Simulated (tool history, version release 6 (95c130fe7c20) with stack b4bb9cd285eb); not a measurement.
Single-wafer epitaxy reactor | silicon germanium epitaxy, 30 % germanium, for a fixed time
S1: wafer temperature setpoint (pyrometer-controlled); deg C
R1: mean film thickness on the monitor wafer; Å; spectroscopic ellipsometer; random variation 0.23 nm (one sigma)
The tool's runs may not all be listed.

{"run": 1, "hour": 0.0, "S1": 595, "chamber pressure (Torr)": 23.9, "R1": 529.2}
{"run": 2, "hour": 3.8, "S1": 591, "chamber pressure (Torr)": 23.8, "R1": 509.41}
{"run": 3, "hour": 7.6, "S1": 596, "chamber pressure (Torr)": 23.8, "R1": 544.26}
{"run": 4, "hour": 9.6, "S1": 596, "chamber pressure (Torr)": 26.9, "R1": 573.43}
{"run": 5, "hour": 12.1, "S1": 590, "chamber pressure (Torr)": 26.7, "R1": 522.26}
{"run": 6, "hour": 18.7, "S1": 586, "chamber pressure (Torr)": 26.6, "R1": 488.12}
{"run": 7, "hour": 27.6, "S1": 583, "chamber pressure (Torr)": 26.5, "R1": 460.13}
{"run": 8, "hour": 36.2, "S1": 581, "chamber pressure (Torr)": 26.4, "R1": 445.01}
{"run": 9, "hour": 41.1, "S1": 579, "chamber pressure (Torr)": 26.4, "R1": 428.58}
{"run": 10, "hour": 42.1, "S1": 578, "chamber pressure (Torr)": 26.4, "R1": 425.62}

The next listed run, before its measurement:
{"run": 11, "hour": 49.7, "S1": 577, "chamber pressure (Torr)": 26.4, "R1": "?"}

Run 11 gave R1 416.79 Å.
